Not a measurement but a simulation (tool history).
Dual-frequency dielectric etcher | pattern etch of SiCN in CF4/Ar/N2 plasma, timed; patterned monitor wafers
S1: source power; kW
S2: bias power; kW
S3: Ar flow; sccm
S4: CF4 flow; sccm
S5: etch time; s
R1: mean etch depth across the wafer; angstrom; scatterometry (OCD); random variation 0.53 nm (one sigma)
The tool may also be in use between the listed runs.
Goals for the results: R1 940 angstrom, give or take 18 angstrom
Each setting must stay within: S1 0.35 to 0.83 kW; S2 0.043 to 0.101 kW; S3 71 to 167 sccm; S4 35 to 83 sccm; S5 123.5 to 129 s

run 1 hour=0 | S1=0.59 S2=0.072 S3=119 S4=59 S5=123.5 | R1=1186.3
run 2 hour=7 | S1=0.56 S2=0.072 S3=119 S4=59 S5=123.5 | R1=1133.1
run 3 hour=10.6 | S1=0.54 S2=0.072 S3=119 S4=59 S5=123.5 | R1=1090.6
run 4 hour=18.9 | S1=0.54 S2=0.072 S3=135 S4=59 S5=123.5 | R1=1080.1
run 5 hour=21.9 | S1=0.54 S2=0.082 S3=135 S4=59 S5=123.5 | R1=1109.3
run 6 hour=24.9 | S1=0.52 S2=0.082 S3=135 S4=59 S5=123.5 | R1=1060.9
run 7 hour=31.1 | S1=0.51 S2=0.082 S3=135 S4=59 S5=123.5 | R1=1045.5
run 8 hour=39.7 | S1=0.5 S2=0.082 S3=135 S4=59 S5=123.5 | R1=1035.3
run 9 hour=47 | S1=0.49 S2=0.082 S3=135 S4=59 S5=123.5 | R1=1011.7
run 10 hour=54.7 | S1=0.48 S2=0.082 S3=135 S4=59 S5=123.5 | R1=985.26
run 11 hour=56.4 | S1=0.47 S2=0.082 S3=135 S4=59 S5=123.5 | R1=974.47

Exactly one of the 4 candidate moves below puts every result within its allowed miss. Which one?
run A hour=58.1 | S1=0.44 S2=0.083 S3=153 S4=54 S5=123.5 | R1=?
run B hour=58.1 | S1=0.46 S2=0.082 S3=132 S4=58 S5=127.5 | R1=?
run C hour=58.1 | S1=0.47 S2=0.077 S3=131 S4=56 S5=129 | R1=?
run D hour=58.1 | S1=0.47 S2=0.076 S3=156 S4=66 S5=123.5 | R1=?

move=A R1=891.5
move=B R1=986.39
move=C R1=998.31
move=D R1=946.39
A: the result that was furthest off in the last run now lies on the other side of its target
B: misses by more than the last run did
C: misses by more than the last run did
D: every result lands within tolerance
Go with D: it meets all targets.

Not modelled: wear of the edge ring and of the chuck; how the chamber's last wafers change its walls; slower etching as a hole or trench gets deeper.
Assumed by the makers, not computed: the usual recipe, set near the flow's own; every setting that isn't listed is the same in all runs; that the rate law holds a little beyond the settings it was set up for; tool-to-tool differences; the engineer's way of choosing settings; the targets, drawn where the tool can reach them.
